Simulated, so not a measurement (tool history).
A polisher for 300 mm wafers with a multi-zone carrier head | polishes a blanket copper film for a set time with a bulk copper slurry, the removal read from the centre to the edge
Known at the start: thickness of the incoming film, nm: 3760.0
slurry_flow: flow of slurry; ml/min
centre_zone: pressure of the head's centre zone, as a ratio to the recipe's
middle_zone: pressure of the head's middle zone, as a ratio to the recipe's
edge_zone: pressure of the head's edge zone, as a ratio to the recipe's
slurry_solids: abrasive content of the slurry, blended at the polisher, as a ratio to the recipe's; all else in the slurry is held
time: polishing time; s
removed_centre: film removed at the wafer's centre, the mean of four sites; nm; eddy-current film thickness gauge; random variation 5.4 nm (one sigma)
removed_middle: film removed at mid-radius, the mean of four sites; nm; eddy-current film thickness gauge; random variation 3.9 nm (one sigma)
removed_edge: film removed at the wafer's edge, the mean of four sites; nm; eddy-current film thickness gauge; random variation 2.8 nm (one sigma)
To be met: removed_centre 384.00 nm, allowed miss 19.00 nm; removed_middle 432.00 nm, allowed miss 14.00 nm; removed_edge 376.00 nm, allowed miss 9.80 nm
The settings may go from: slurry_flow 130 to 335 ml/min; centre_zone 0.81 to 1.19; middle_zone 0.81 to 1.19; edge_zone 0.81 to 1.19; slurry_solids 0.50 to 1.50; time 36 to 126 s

Run 1, hour 0.0: slurry_flow 215 ml/min, centre_zone 1.00, middle_zone 1.00, edge_zone 1.00, slurry_solids 1.00, time 81 s. Result: removed_centre 723.14 nm, removed_middle 720.67 nm, removed_edge 748.26 nm.
Run 2, hour 8.6: slurry_flow 215 ml/min, centre_zone 1.00, middle_zone 1.02, edge_zone 0.97, slurry_solids 0.90, time 74 s. Result: removed_centre 647.54 nm, removed_middle 672.48 nm, removed_edge 657.97 nm.
Run 3, hour 9.6: slurry_flow 265 ml/min, centre_zone 1.00, middle_zone 1.02, edge_zone 0.97, slurry_solids 0.90, time 74 s. Result: removed_centre 658.13 nm, removed_middle 689.35 nm, removed_edge 666.55 nm.
Run 4, hour 14.5: slurry_flow 265 ml/min, centre_zone 1.00, middle_zone 1.02, edge_zone 0.95, slurry_solids 0.85, time 68 s. Result: removed_centre 594.95 nm, removed_middle 613.51 nm, removed_edge 601.33 nm.
Run 5, hour 15.3: slurry_flow 265 ml/min, centre_zone 1.00, middle_zone 0.97, edge_zone 0.95, slurry_solids 0.85, time 68 s. Result: removed_centre 593.07 nm, removed_middle 579.94 nm, removed_edge 602.48 nm.
Run 6, hour 24.2: slurry_flow 265 ml/min, centre_zone 1.00, middle_zone 0.97, edge_zone 0.95, slurry_solids 0.95, time 68 s. Result: removed_centre 610.63 nm, removed_middle 593.18 nm, removed_edge 616.18 nm.
Run 7, hour 27.0: slurry_flow 240 ml/min, centre_zone 0.97, middle_zone 1.07, edge_zone 0.85, slurry_solids 0.70, time 46 s. Result: removed_centre 371.60 nm, removed_middle 404.39 nm, removed_edge 375.13 nm.
Run 8, hour 29.8: slurry_flow 245 ml/min, centre_zone 0.97, middle_zone 1.08, edge_zone 0.85, slurry_solids 0.70, time 46 s. Result: removed_centre 371.07 nm, removed_middle 404.81 nm, removed_edge 371.55 nm.
Run 9, hour 38.6: slurry_flow 250 ml/min, centre_zone 0.97, middle_zone 1.09, edge_zone 0.85, slurry_solids 0.70, time 46 s. Result: removed_centre 376.00 nm, removed_middle 415.65 nm, removed_edge 369.83 nm.

5 next moves are on the table. One of them brings every result within its allowed miss. Which?
Run A, hour 47.4: slurry_flow 260 ml/min, centre_zone 1.05, middle_zone 1.11, edge_zone 0.88, slurry_solids 0.85, time 42 s. Result: removed_centre ?, removed_middle ?, removed_edge ?.
Run B, hour 47.4: slurry_flow 265 ml/min, centre_zone 0.98, middle_zone 1.13, edge_zone 0.82, slurry_solids 0.95, time 43 s. Result: removed_centre ?, removed_middle ?, removed_edge ?.
Run C, hour 47.4: slurry_flow 205 ml/min, centre_zone 0.93, middle_zone 1.09, edge_zone 0.87, slurry_solids 0.80, time 42 s. Result: removed_centre ?, removed_middle ?, removed_edge ?.
Run D, hour 47.4: slurry_flow 240 ml/min, centre_zone 1.03, middle_zone 0.99, edge_zone 0.87, slurry_solids 0.65, time 47 s. Result: removed_centre ?, removed_middle ?, removed_edge ?.
Run E, hour 47.4: slurry_flow 265 ml/min, centre_zone 1.02, middle_zone 1.05, edge_zone 0.82, slurry_solids 0.75, time 44 s. Result: removed_centre ?, removed_middle ?, removed_edge ?.

move  removed_centre  removed_middle  removed_edge
   A          388.19          405.44        363.68
   B          384.29          434.60        376.60
   C          331.08          383.06        349.93
   D          393.38          381.74        376.11
   E          383.64          393.54        362.68
A: further off than the last run
B: meets every target
C: further off than the last run
D: further off than the last run
E: further off than the last run
The right move is B.
